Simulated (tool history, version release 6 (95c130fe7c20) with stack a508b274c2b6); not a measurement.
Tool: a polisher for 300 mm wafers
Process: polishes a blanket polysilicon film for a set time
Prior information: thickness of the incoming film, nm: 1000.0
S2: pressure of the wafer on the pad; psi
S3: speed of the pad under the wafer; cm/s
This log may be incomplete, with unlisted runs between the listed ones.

Run 1, hour 0: flow of slurry (ml/min) 140, S2 1.8 psi, S3 92 cm/s, polishing time (s) 93. Result: film removed (nm) 447.64.
Run 2, hour 0.6: flow of slurry (ml/min) 140, S2 1.8 psi, S3 92 cm/s, polishing time (s) 98. Result: film removed (nm) 471.01.
Run 3, hour 6.2: flow of slurry (ml/min) 140, S2 1.8 psi, S3 72 cm/s, polishing time (s) 98. Result: film removed (nm) 373.98.
Run 4, hour 11.2: flow of slurry (ml/min) 140, S2 1.8 psi, S3 72 cm/s, polishing time (s) 98. Result: film removed (nm) 376.28.
Run 5, hour 13.4: flow of slurry (ml/min) 135, S2 1.7 psi, S3 72 cm/s, polishing time (s) 98. Result: film removed (nm) 359.35.
Run 6, hour 16.3: flow of slurry (ml/min) 135, S2 1.7 psi, S3 72 cm/s, polishing time (s) 98. Result: film removed (nm) 359.7.
Run 7, hour 24.1: flow of slurry (ml/min) 135, S2 1.6 psi, S3 72 cm/s, polishing time (s) 98. Result: film removed (nm) 347.09.
Run 8, hour 28.8: flow of slurry (ml/min) 130, S2 1.5 psi, S3 72 cm/s, polishing time (s) 98. Result: film removed (nm) 334.23.

Forecast run 9:
Run 9, hour 32.3: flow of slurry (ml/min) 130, S2 1.4 psi, S3 72 cm/s, polishing time (s) 98. Result: film removed (nm) ?.

{"run 9": {"film removed (nm)": 319.29}}

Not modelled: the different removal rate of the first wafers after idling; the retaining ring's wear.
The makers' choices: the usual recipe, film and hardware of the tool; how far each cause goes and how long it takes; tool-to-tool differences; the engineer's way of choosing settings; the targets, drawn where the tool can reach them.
